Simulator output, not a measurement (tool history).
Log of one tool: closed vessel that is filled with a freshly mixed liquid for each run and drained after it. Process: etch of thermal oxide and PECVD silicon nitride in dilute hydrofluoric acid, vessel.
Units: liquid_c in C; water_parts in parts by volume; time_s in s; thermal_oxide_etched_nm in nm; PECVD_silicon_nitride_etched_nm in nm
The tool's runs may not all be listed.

run  hour  liquid_c  water_parts  time_s  thermal_oxide_etched_nm  PECVD_silicon_nitride_etched_nm
  1     0        25           75      90                   6.3618                           7.2703
  2   8.7        25           95      90                   4.9665                           5.6968
  3    15      24.5           95      90                   4.9188                           5.6319
  4  21.5      24.5           95     120                   6.5117                           7.5173
  5  28.4        27           95     120                   7.1293                           8.6861
  6  32.2        26          100     120                   6.5588                           7.7845
  7  37.3        25          105     120                   5.8798                           6.9327

The next listed run, before its measurement:
  8  42.7        24          110     120                        ?                                ?

Run 8 gave thermal_oxide_etched_nm 5.397 nm, PECVD_silicon_nitride_etched_nm 6.2033 nm.

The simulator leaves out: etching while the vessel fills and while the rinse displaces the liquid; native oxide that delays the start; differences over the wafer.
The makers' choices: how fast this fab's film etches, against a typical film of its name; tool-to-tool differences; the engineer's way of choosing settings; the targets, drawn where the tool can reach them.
